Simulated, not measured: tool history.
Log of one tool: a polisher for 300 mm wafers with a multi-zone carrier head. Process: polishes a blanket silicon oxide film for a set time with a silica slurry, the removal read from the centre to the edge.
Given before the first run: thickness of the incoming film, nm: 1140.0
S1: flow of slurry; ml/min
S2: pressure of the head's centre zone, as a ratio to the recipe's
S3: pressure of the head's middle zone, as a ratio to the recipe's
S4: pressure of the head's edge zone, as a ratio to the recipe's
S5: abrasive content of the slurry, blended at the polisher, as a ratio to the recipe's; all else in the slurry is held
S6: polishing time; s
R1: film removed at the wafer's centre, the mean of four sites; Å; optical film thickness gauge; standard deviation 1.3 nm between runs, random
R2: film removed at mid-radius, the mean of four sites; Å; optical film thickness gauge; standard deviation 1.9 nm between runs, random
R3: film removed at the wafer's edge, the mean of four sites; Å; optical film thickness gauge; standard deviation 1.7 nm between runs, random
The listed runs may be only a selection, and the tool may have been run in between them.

| run | day | S1 | S2 | S3 | S4 | S5 | S6 | R1 | R2 | R3 |
|---|---|---|---|---|---|---|---|---|---|---|
| 1 | 0 | 235 | 1 | 1 | 1 | 1 | 50 | 1314.4 | 1377 | 1270.8 |
| 2 | 0.3 | 245 | 1.03 | 1.03 | 1 | 1 | 50 | 1358.2 | 1402.9 | 1300.5 |
| 3 | 0.654 | 250 | 1.05 | 1.06 | 0.97 | 1.05 | 50 | 1441.6 | 1466 | 1354.3 |
| 4 | 0.721 | 250 | 0.98 | 1.06 | 0.97 | 1.05 | 50 | 1338.6 | 1434.1 | 1301.4 |
| 5 | 1.012 | 235 | 1.01 | 1.08 | 0.94 | 1.05 | 51 | 1371.9 | 1504.5 | 1330.9 |
| 6 | 1.058 | 245 | 1.04 | 1.1 | 0.92 | 1.05 | 51 | 1437.2 | 1510.3 | 1305.3 |
| 7 | 1.296 | 245 | 1.05 | 1.12 | 0.9 | 1.05 | 51 | 1455.4 | 1554.8 | 1287.4 |

Run 8, settings as shown, results not yet in. Your forecast:
| 8 | 1.404 | 255 | 1.06 | 1.13 | 0.9 | 1.05 | 51 | ? | ? | ? |

Run 8 measured R1 1476.5 Å, R2 1574.9 Å, R3 1285.2 Å.

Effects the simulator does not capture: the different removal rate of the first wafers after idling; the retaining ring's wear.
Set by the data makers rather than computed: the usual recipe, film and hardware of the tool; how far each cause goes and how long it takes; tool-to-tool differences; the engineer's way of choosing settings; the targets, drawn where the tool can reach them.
